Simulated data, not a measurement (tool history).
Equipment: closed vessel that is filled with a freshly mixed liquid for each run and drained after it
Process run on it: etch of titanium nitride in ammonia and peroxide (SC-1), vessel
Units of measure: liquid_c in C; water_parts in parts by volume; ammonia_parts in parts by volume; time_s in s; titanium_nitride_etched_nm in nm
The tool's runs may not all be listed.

Run 1, day 0: liquid_c 55 C, water_parts 7 parts by volume, ammonia_parts 0.95 parts by volume, time_s 130 s. Result: titanium_nitride_etched_nm 9.0802 nm.
Run 2, day 0.283: liquid_c 55 C, water_parts 5 parts by volume, ammonia_parts 0.95 parts by volume, time_s 130 s. Result: titanium_nitride_etched_nm 10.57 nm.
Run 3, day 0.438: liquid_c 60.5 C, water_parts 5 parts by volume, ammonia_parts 0.95 parts by volume, time_s 130 s. Result: titanium_nitride_etched_nm 15.299 nm.
Run 4, day 0.646: liquid_c 60.5 C, water_parts 5 parts by volume, ammonia_parts 1.1 parts by volume, time_s 130 s. Result: titanium_nitride_etched_nm 15.465 nm.
Run 5, day 1.017: liquid_c 57.5 C, water_parts 5 parts by volume, ammonia_parts 1.1 parts by volume, time_s 130 s. Result: titanium_nitride_etched_nm 12.735 nm.
Run 6, day 1.088: liquid_c 57.5 C, water_parts 5 parts by volume, ammonia_parts 1.2 parts by volume, time_s 130 s. Result: titanium_nitride_etched_nm 12.903 nm.

Run 7 has not been measured yet. What should we expect?
Run 7, day 1.367: liquid_c 55 C, water_parts 5 parts by volume, ammonia_parts 1.2 parts by volume, time_s 130 s. Result: titanium_nitride_etched_nm ?.

Run 7 gave titanium_nitride_etched_nm 10.938 nm.
